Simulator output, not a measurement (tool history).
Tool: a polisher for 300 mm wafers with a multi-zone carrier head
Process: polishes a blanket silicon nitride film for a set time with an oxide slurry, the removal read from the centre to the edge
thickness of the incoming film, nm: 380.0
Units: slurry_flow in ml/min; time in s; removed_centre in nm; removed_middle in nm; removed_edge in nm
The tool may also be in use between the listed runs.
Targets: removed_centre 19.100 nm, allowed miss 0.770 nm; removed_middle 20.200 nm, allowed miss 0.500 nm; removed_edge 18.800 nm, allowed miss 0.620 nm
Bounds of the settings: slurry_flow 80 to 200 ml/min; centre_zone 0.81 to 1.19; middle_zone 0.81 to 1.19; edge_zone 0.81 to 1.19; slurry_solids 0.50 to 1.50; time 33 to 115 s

run,hour,slurry_flow,centre_zone,middle_zone,edge_zone,slurry_solids,time,removed_centre,removed_middle,removed_edge
1,0.0,130,1.00,1.00,1.00,1.00,73,44.964,45.523,43.851
2,2.1,125,0.98,0.99,0.96,0.85,63,34.075,34.575,33.464
3,9.8,125,0.98,0.99,1.00,0.85,63,33.910,34.977,34.025
4,16.1,155,0.98,0.99,1.00,0.85,63,35.510,36.811,34.514
5,21.7,165,0.95,0.97,0.97,0.75,57,29.888,29.994,29.294
6,29.2,165,0.95,0.97,0.97,0.75,46,24.003,24.588,23.670
7,32.2,170,0.93,0.97,0.94,0.70,45,22.155,22.731,22.100
8,38.5,170,0.92,0.98,0.91,0.70,45,22.274,23.224,21.201
9,43.1,160,0.90,0.97,0.89,0.70,45,21.053,22.703,20.885

Which of these 5 next moves meets every target?
A,47.7,170,0.90,0.93,0.81,0.70,51,?,?,?
B,47.7,160,0.97,0.83,0.97,0.60,54,?,?,?
C,47.7,135,0.96,1.02,0.97,0.50,54,?,?,?
D,47.7,170,0.83,0.98,0.88,1.00,39,?,?,?
E,47.7,195,1.10,0.81,0.81,0.65,43,?,?,?

move,removed_centre,removed_middle,removed_edge
A,24.918,25.197,22.915
B,24.185,21.345,23.105
C,19.491,20.395,18.937
D,22.762,25.276,22.873
E,23.282,18.418,18.557
A: further off than the last run
B: further off than the last run
C: meets every target
D: further off than the last run
E: takes the result that was furthest off past its target
Answer: C
